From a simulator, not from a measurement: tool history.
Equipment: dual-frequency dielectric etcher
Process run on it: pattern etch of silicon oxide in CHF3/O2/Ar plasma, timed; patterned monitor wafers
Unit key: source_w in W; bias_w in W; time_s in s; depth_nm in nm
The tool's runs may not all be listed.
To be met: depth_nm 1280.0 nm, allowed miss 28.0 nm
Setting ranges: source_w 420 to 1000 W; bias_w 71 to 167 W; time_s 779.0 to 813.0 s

{"run": 1, "hour": 0.0, "source_w": 710, "bias_w": 119, "time_s": 779.0, "depth_nm": 1428.2}
{"run": 2, "hour": 5.9, "source_w": 710, "bias_w": 135, "time_s": 779.0, "depth_nm": 1492.5}
{"run": 3, "hour": 9.2, "source_w": 710, "bias_w": 135, "time_s": 813.0, "depth_nm": 1556.4}
{"run": 4, "hour": 13.3, "source_w": 650, "bias_w": 130, "time_s": 810.0, "depth_nm": 1484.7}
{"run": 5, "hour": 18.7, "source_w": 770, "bias_w": 130, "time_s": 810.0, "depth_nm": 1580.4}
{"run": 6, "hour": 26.6, "source_w": 710, "bias_w": 124, "time_s": 807.0, "depth_nm": 1505.9}
{"run": 7, "hour": 29.8, "source_w": 660, "bias_w": 121, "time_s": 805.5, "depth_nm": 1452.6}
{"run": 8, "hour": 33.9, "source_w": 620, "bias_w": 119, "time_s": 804.5, "depth_nm": 1434.5}
{"run": 9, "hour": 40.8, "source_w": 590, "bias_w": 115, "time_s": 801.5, "depth_nm": 1378.3}
{"run": 10, "hour": 43.0, "source_w": 560, "bias_w": 114, "time_s": 801.0, "depth_nm": 1329.7}
{"run": 11, "hour": 51.1, "source_w": 550, "bias_w": 114, "time_s": 801.0, "depth_nm": 1330.9}
{"run": 12, "hour": 53.1, "source_w": 540, "bias_w": 113, "time_s": 801.0, "depth_nm": 1326.6}
{"run": 13, "hour": 54.8, "source_w": 530, "bias_w": 112, "time_s": 801.0, "depth_nm": 1311.4}
{"run": 14, "hour": 57.0, "source_w": 520, "bias_w": 112, "time_s": 801.0, "depth_nm": 1304.8}

Of the 5 settings listed for the next run, only one would bring every result within its allowed miss of target. Which one?
{"run": "A", "hour": 59.2, "source_w": 500, "bias_w": 136, "time_s": 793.5, "depth_nm": "?"}
{"run": "B", "hour": 59.2, "source_w": 480, "bias_w": 107, "time_s": 806.0, "depth_nm": "?"}
{"run": "C", "hour": 59.2, "source_w": 590, "bias_w": 117, "time_s": 784.5, "depth_nm": "?"}
{"run": "D", "hour": 59.2, "source_w": 420, "bias_w": 120, "time_s": 790.0, "depth_nm": "?"}
{"run": "E", "hour": 59.2, "source_w": 580, "bias_w": 121, "time_s": 795.0, "depth_nm": "?"}

move=A depth_nm=1346.2
move=B depth_nm=1259.9
move=C depth_nm=1343.1
move=D depth_nm=1224.5
move=E depth_nm=1366.5
A: the biggest miss grows against the last run
B: in spec on every target
C: the biggest miss grows against the last run
D: carries the result that was furthest off beyond its target, to the other side
E: the biggest miss grows against the last run
The right move is B.
